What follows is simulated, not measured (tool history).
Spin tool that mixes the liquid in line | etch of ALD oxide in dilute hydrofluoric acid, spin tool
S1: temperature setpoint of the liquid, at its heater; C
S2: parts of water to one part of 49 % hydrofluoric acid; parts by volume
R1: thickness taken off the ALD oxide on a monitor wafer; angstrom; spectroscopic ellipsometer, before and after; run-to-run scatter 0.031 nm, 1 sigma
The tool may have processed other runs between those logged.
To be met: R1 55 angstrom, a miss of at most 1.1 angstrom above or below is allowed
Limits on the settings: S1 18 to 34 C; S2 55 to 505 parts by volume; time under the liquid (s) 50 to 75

run 1 hour=0 | S1=26 S2=280 time_under_the_liquid_(s)=75 | R1=31.5
run 2 hour=0.9 | S1=26 S2=355 time_under_the_liquid_(s)=75 | R1=23.155
run 3 hour=9.7 | S1=23.5 S2=355 time_under_the_liquid_(s)=75 | R1=21.133
run 4 hour=10.4 | S1=26.5 S2=315 time_under_the_liquid_(s)=75 | R1=27.325
run 5 hour=11.7 | S1=28.5 S2=280 time_under_the_liquid_(s)=75 | R1=34.224
run 6 hour=20.8 | S1=28.5 S2=360 time_under_the_liquid_(s)=75 | R1=24.41
run 7 hour=22.3 | S1=30 S2=315 time_under_the_liquid_(s)=75 | R1=30.832
run 8 hour=30 | S1=31 S2=285 time_under_the_liquid_(s)=75 | R1=35.938
run 9 hour=35.2 | S1=32 S2=260 time_under_the_liquid_(s)=75 | R1=42.308
run 10 hour=42.4 | S1=32 S2=260 time_under_the_liquid_(s)=75 | R1=41.867
run 11 hour=44.1 | S1=34 S2=205 time_under_the_liquid_(s)=75 | R1=61.349
run 12 hour=50.8 | S1=33 S2=205 time_under_the_liquid_(s)=75 | R1=59.15
run 13 hour=53.1 | S1=32.5 S2=205 time_under_the_liquid_(s)=75 | R1=58.422
run 14 hour=58.6 | S1=32 S2=205 time_under_the_liquid_(s)=75 | R1=56.646
run 15 hour=61.8 | S1=31.5 S2=205 time_under_the_liquid_(s)=75 | R1=56.423

Pick the move, out of 4, that brings all results within their allowed miss; only one does.
run A hour=65 | S1=32 S2=180 time_under_the_liquid_(s)=65 | R1=?
run B hour=65 | S1=30 S2=195 time_under_the_liquid_(s)=75 | R1=?
run C hour=65 | S1=32.5 S2=205 time_under_the_liquid_(s)=75 | R1=?
run D hour=65 | S1=32 S2=200 time_under_the_liquid_(s)=70 | R1=?

move=A R1=58.032
move=B R1=56.595
move=C R1=57.887
move=D R1=54.806
A: misses by more than the last run did
B: misses by more than the last run did
C: misses by more than the last run did
D: meets every target
Go with D: it meets all targets.
